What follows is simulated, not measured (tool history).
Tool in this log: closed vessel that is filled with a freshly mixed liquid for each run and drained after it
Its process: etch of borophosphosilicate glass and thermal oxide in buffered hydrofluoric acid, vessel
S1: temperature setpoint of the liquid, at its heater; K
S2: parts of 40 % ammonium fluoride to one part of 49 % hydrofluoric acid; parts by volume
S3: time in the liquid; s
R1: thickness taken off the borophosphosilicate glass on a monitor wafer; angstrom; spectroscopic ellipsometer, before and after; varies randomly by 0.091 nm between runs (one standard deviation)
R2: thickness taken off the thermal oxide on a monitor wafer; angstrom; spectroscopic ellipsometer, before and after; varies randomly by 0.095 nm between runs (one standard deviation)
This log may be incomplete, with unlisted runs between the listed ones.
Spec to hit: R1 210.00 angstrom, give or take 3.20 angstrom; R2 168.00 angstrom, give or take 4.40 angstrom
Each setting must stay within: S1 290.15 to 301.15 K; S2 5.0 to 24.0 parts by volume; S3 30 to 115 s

run 1 hour=0.0 | S1=293.15 S2=14.5 S3=60 | R1=538.54 R2=428.32
run 2 hour=7.9 | S1=293.15 S2=14.5 S3=75 | R1=670.78 R2=538.71
run 3 hour=11.4 | S1=295.65 S2=14.5 S3=75 | R1=770.56 R2=622.00
run 4 hour=13.1 | S1=293.15 S2=14.5 S3=75 | R1=670.01 R2=534.28
run 5 hour=15.4 | S1=292.15 S2=17.5 S3=65 | R1=462.21 R2=365.34
-- hour=21.2 thermometer replaced
run 6 hour=21.2 | S1=291.65 S2=19.5 S3=60 | R1=323.64 R2=258.61
run 7 hour=28.3 | S1=291.15 S2=21.0 S3=60 | R1=296.70 R2=240.01
run 8 hour=33.9 | S1=290.65 S2=22.0 S3=60 | R1=281.78 R2=223.41
run 9 hour=35.6 | S1=290.65 S2=22.5 S3=55 | R1=251.60 R2=202.53

4 next moves are on the table. One of them brings every result within its allowed miss. Which?
run A hour=37.3 | S1=298.15 S2=24.0 S3=35 | R1=? R2=?
run B hour=37.3 | S1=294.65 S2=23.0 S3=55 | R1=? R2=?
run C hour=37.3 | S1=294.15 S2=20.5 S3=35 | R1=? R2=?
run D hour=37.3 | S1=290.15 S2=21.5 S3=60 | R1=? R2=?

move=A R1=233.43 R2=186.37
move=B R1=312.10 R2=248.68
move=C R1=209.23 R2=166.61
move=D R1=277.49 R2=220.44
A: closes in on the targets versus the last run, not all within tolerance yet
B: its largest miss is bigger than the last run's
C: each result inside its tolerance
D: its largest miss is bigger than the last run's
Go with C: it meets all targets.
